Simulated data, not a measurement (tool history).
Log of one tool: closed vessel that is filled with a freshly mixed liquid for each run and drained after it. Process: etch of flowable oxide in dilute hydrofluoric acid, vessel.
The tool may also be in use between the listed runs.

run	hour	temperature setpoint of the liquid (K)	parts of water to one part of 49 % hydrofluoric acid (parts by volume)	time in the liquid (s)	thickness taken off the flowable oxide on a monitor wafer (Å)
1	0	295.15	210	125	161
2	2	295.15	175	125	199.66
3	6.8	295.15	245	125	132.82
4	15.6	297.65	210	125	176.8
5	20.8	299.15	185	125	215.46
6	25.8	300.15	185	125	226.81
7	34	301.15	170	125	256.67
8	38.7	301.65	160	125	286.76

The next listed run, before its measurement:
9	43.7	302.15	155	125	?

thickness taken off the flowable oxide on a monitor wafer (Å): 304.41
